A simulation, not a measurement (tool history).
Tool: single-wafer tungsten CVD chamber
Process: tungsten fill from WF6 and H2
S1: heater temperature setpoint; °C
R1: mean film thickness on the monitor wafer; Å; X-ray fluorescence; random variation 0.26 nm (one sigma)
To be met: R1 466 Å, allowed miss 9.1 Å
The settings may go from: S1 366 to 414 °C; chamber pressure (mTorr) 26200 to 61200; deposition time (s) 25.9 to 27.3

run 1 day=0 | S1=390 chamber_pressure_(mTorr)=43700 deposition_time_(s)=27.3 | R1=767.22
run 2 day=0.204 | S1=386 chamber_pressure_(mTorr)=43100 deposition_time_(s)=27.3 | R1=701.39
run 3 day=0.333 | S1=383 chamber_pressure_(mTorr)=42900 deposition_time_(s)=27.3 | R1=659.98
run 4 day=0.404 | S1=383 chamber_pressure_(mTorr)=49300 deposition_time_(s)=27.3 | R1=704.56
run 5 day=0.642 | S1=375 chamber_pressure_(mTorr)=49300 deposition_time_(s)=27.3 | R1=597.66
run 6 day=0.846 | S1=375 chamber_pressure_(mTorr)=49300 deposition_time_(s)=25.9 | R1=569.94
run 7 day=1.038 | S1=374 chamber_pressure_(mTorr)=49000 deposition_time_(s)=25.9 | R1=552.48
run 8 day=1.275 | S1=373 chamber_pressure_(mTorr)=49000 deposition_time_(s)=25.9 | R1=541.46
run 9 day=1.646 | S1=372 chamber_pressure_(mTorr)=48900 deposition_time_(s)=25.9 | R1=525.04

4 next moves are on the table. One of them brings every result within its allowed miss. Which?
run A day=2.017 | S1=374 chamber_pressure_(mTorr)=47700 deposition_time_(s)=27.1 | R1=?
run B day=2.017 | S1=366 chamber_pressure_(mTorr)=49300 deposition_time_(s)=25.9 | R1=?
run C day=2.017 | S1=376 chamber_pressure_(mTorr)=48000 deposition_time_(s)=27.2 | R1=?
run D day=2.017 | S1=372 chamber_pressure_(mTorr)=52600 deposition_time_(s)=25.9 | R1=?

move=A R1=568.2
move=B R1=462.19
move=C R1=597.4
move=D R1=545.27
A: further off than the last run
B: meets every target
C: further off than the last run
D: further off than the last run
Move B is the one to make.

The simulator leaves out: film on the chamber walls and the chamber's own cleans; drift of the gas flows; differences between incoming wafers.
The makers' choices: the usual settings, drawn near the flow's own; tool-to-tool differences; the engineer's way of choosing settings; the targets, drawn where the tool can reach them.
